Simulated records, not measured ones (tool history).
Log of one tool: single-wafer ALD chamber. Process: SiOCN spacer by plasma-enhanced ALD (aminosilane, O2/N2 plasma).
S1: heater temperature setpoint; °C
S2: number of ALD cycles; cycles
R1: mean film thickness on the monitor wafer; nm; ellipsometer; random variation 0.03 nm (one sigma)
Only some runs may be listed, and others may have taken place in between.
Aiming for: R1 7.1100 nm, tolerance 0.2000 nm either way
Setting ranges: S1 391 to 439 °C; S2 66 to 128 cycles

{"run": 1, "hour": 0.0, "S1": 415, "S2": 97, "R1": 5.4895}
{"run": 2, "hour": 1.5, "S1": 414, "S2": 100, "R1": 5.6562}
{"run": 3, "hour": 5.8, "S1": 413, "S2": 103, "R1": 5.8724}
{"run": 4, "hour": 11.5, "S1": 413, "S2": 90, "R1": 5.1258}
{"run": 5, "hour": 19.0, "S1": 413, "S2": 100, "R1": 5.7367}
{"run": 6, "hour": 24.8, "S1": 413, "S2": 113, "R1": 6.401}
{"run": 7, "hour": 30.2, "S1": 412, "S2": 114, "R1": 6.4998}
{"run": 8, "hour": 38.3, "S1": 411, "S2": 115, "R1": 6.5782}
{"run": 9, "hour": 41.8, "S1": 411, "S2": 115, "R1": 6.5873}
{"run": 10, "hour": 43.3, "S1": 410, "S2": 116, "R1": 6.6493}
{"run": 11, "hour": 50.8, "S1": 410, "S2": 117, "R1": 6.7383}

Which of these 5 next moves meets every target?
{"run": "A", "hour": 58.3, "S1": 396, "S2": 128, "R1": "?"}
{"run": "B", "hour": 58.3, "S1": 403, "S2": 128, "R1": "?"}
{"run": "C", "hour": 58.3, "S1": 408, "S2": 128, "R1": "?"}
{"run": "D", "hour": 58.3, "S1": 400, "S2": 127, "R1": "?"}
{"run": "E", "hour": 58.3, "S1": 402, "S2": 122, "R1": "?"}

move=A R1=7.5758
move=B R1=7.4890
move=C R1=7.3831
move=D R1=7.4935
move=E R1=7.1581
A: the result that was furthest off in the last run now lies on the other side of its target
B: the result that was furthest off in the last run now lies on the other side of its target
C: the result that was furthest off in the last run now lies on the other side of its target
D: the result that was furthest off in the last run now lies on the other side of its target
E: hits every target within its allowed miss
The right move is E.
